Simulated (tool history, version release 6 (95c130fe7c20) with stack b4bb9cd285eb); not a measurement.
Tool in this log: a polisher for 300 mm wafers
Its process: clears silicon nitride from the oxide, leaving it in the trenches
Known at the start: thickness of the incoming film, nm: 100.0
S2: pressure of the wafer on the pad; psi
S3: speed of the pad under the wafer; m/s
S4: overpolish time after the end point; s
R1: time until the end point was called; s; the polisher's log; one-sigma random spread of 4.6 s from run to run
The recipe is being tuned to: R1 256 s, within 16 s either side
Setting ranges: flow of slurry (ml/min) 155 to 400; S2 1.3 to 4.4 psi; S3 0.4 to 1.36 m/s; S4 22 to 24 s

Run 1, hour 0: flow of slurry (ml/min) 255, S2 2.8 psi, S3 0.88 m/s, S4 22 s. Result: R1 153.74 s.
Run 2, hour 2: flow of slurry (ml/min) 300, S2 2.8 psi, S3 0.88 m/s, S4 22 s. Result: R1 153.17 s.
Run 3, hour 9.8: flow of slurry (ml/min) 270, S2 2.8 psi, S3 0.88 m/s, S4 22 s. Result: R1 158.36 s.
Run 4, hour 11.3: flow of slurry (ml/min) 310, S2 2.8 psi, S3 0.88 m/s, S4 22 s. Result: R1 158.89 s.
Run 5, hour 19.5: flow of slurry (ml/min) 310, S2 2.5 psi, S3 0.86 m/s, S4 22 s. Result: R1 180.52 s.
Run 6, hour 24.3: flow of slurry (ml/min) 310, S2 2.3 psi, S3 0.86 m/s, S4 22 s. Result: R1 197.12 s.
Run 7, hour 29.7: flow of slurry (ml/min) 310, S2 2.2 psi, S3 0.86 m/s, S4 22 s. Result: R1 195.1 s.
Run 8, hour 35.8: flow of slurry (ml/min) 310, S2 2 psi, S3 0.86 m/s, S4 22 s. Result: R1 214.84 s.
Run 9, hour 41.1: flow of slurry (ml/min) 310, S2 1.9 psi, S3 0.86 m/s, S4 22 s. Result: R1 229.97 s.

Exactly one of the 4 candidate moves below puts every result within its allowed miss. Which one?
Run A, hour 46.4: flow of slurry (ml/min) 305, S2 2 psi, S3 0.84 m/s, S4 22 s. Result: R1 ?.
Run B, hour 46.4: flow of slurry (ml/min) 325, S2 1.9 psi, S3 0.9 m/s, S4 22 s. Result: R1 ?.
Run C, hour 46.4: flow of slurry (ml/min) 295, S2 1.7 psi, S3 0.84 m/s, S4 22 s. Result: R1 ?.
Run D, hour 46.4: flow of slurry (ml/min) 295, S2 2.2 psi, S3 0.76 m/s, S4 24 s. Result: R1 ?.

move      R1
   A  229.42
   B  223.94
   C   268.1
   D  231.65
A: roughly where the last run was
B: the biggest miss grows against the last run
C: meets every target
D: nearer than the last run, and not there yet
So the answer is move C, the one that meets all the targets.
